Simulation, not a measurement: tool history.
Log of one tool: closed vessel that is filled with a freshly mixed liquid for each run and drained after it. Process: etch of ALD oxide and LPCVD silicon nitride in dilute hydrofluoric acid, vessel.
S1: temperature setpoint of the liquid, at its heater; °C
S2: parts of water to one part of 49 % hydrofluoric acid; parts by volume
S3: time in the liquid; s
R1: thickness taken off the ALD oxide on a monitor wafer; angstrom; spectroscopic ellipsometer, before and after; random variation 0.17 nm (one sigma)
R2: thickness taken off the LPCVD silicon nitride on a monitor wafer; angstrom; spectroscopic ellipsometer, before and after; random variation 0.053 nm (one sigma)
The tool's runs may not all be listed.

Run 1, hour 0: S1 25 °C, S2 60 parts by volume, S3 60 s. Result: R1 186.74 angstrom, R2 6.4806 angstrom.
Run 2, hour 1.2: S1 25 °C, S2 45 parts by volume, S3 60 s. Result: R1 254.16 angstrom, R2 7.6905 angstrom.
Run 3, hour 6.7: S1 28.5 °C, S2 45 parts by volume, S3 60 s. Result: R1 295.78 angstrom, R2 10.165 angstrom.
Run 4, hour 11.6: S1 26.5 °C, S2 45 parts by volume, S3 60 s. Result: R1 270.21 angstrom, R2 8.0711 angstrom.
Run 5, hour 14: S1 25 °C, S2 45 parts by volume, S3 60 s. Result: R1 248.94 angstrom, R2 8.7174 angstrom.
At hour 17.4: thermometer replaced.
Run 6, hour 17.4: S1 27 °C, S2 45 parts by volume, S3 60 s. Result: R1 246.11 angstrom, R2 7.3674 angstrom.
Run 7, hour 22.2: S1 23 °C, S2 50 parts by volume, S3 60 s. Result: R1 187.93 angstrom, R2 5.1312 angstrom.
Run 8, hour 29.2: S1 23.5 °C, S2 50 parts by volume, S3 60 s. Result: R1 194.2 angstrom, R2 5.5192 angstrom.
Run 9, hour 36.8: S1 24 °C, S2 50 parts by volume, S3 60 s. Result: R1 197.92 angstrom, R2 5.7715 angstrom.
Run 10, hour 40.6: S1 24.5 °C, S2 50 parts by volume, S3 60 s. Result: R1 199.96 angstrom, R2 6.0003 angstrom.
Run 11, hour 46.2: S1 28.5 °C, S2 50 parts by volume, S3 60 s. Result: R1 235.35 angstrom, R2 8.1303 angstrom.

Forecast run 12:
Run 12, hour 53.3: S1 28.5 °C, S2 50 parts by volume, S3 55 s. Result: R1 ?, R2 ?.

Run 12 gave R1 219.02 angstrom, R2 7.3161 angstrom.

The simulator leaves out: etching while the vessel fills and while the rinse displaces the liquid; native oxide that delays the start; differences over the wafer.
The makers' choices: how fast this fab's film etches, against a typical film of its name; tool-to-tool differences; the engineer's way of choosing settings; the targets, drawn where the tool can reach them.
